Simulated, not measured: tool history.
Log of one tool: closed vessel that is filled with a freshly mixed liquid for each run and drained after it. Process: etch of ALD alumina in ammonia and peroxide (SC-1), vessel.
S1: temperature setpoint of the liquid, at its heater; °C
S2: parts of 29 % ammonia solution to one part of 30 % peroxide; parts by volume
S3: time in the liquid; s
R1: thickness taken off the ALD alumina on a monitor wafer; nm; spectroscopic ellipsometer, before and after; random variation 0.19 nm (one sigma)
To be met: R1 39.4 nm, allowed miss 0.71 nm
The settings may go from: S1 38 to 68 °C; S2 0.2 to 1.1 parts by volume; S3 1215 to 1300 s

run 1 hour=0 | S1=52 S2=0.6 S3=1215 | R1=79.454
run 2 hour=7.5 | S1=49 S2=0.6 S3=1215 | R1=67.083
run 3 hour=10.3 | S1=52 S2=0.6 S3=1215 | R1=78.619
run 4 hour=11.7 | S1=49 S2=0.6 S3=1215 | R1=67.42
run 5 hour=12.5 | S1=47 S2=0.6 S3=1215 | R1=60.008
run 6 hour=18.5 | S1=43 S2=0.6 S3=1215 | R1=47.265
run 7 hour=20 | S1=42.5 S2=0.6 S3=1215 | R1=46.209
run 8 hour=26.8 | S1=42 S2=0.6 S3=1215 | R1=44.644
run 9 hour=34.7 | S1=41.5 S2=0.6 S3=1215 | R1=43.836
run 10 hour=39 | S1=41 S2=0.6 S3=1215 | R1=42.113
run 11 hour=46.7 | S1=40.5 S2=0.6 S3=1215 | R1=41.341

Which of these 4 next moves meets every target?
run A hour=54.4 | S1=40 S2=0.6 S3=1300 | R1=?
run B hour=54.4 | S1=40.5 S2=0.85 S3=1215 | R1=?
run C hour=54.4 | S1=40.5 S2=0.4 S3=1300 | R1=?
run D hour=54.4 | S1=39 S2=0.55 S3=1285 | R1=?

move=A R1=42.371
move=B R1=42.168
move=C R1=41.977
move=D R1=39.146
A: further off than the last run
B: further off than the last run
C: further off than the last run
D: meets every target
The right move is D.
